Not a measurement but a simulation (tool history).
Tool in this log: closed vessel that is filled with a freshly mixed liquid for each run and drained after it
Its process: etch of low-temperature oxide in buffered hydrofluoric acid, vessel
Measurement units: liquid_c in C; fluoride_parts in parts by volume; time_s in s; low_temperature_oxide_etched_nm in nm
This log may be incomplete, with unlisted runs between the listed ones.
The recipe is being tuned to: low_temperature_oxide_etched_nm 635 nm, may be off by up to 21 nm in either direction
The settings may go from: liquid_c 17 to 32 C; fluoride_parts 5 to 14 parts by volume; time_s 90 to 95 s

run    day  liquid_c  fluoride_parts  time_s  low_temperature_oxide_etched_nm
  1      0        24             8.5      90                            487.3
  2  0.042        24            10.5      90                            400.8
  3  0.217        26            10.5      90                           465.06
  4  0.329        26            11.5      90                           428.92
  5  0.633      27.5            11.5      90                           455.57
  6   0.95      28.5              11      90                            506.6
  7  1.033      29.5              11      90                           523.11
  8  1.362      29.5              11      90                           524.13
  9  1.588        30              11      90                           547.54
 10  1.654      30.5              11      90                           565.01

Of the 4 settings listed for the next run, only one would bring every result within its allowed miss of target. Which one?
  A  1.721      31.5            11.5      95                                ?
  B  1.721        32              11      95                                ?
  C  1.721      31.5              11      90                                ?
  D  1.721      30.5              11      95                                ?

move  low_temperature_oxide_etched_nm
   A                           587.99
   B                           630.13
   C                           581.68
   D                           582.81
A: nearer the targets than the last run, but a result is still out of spec
B: each result inside its tolerance
C: nearer the targets than the last run, but a result is still out of spec
D: nearer the targets than the last run, but a result is still out of spec
B meets every target.
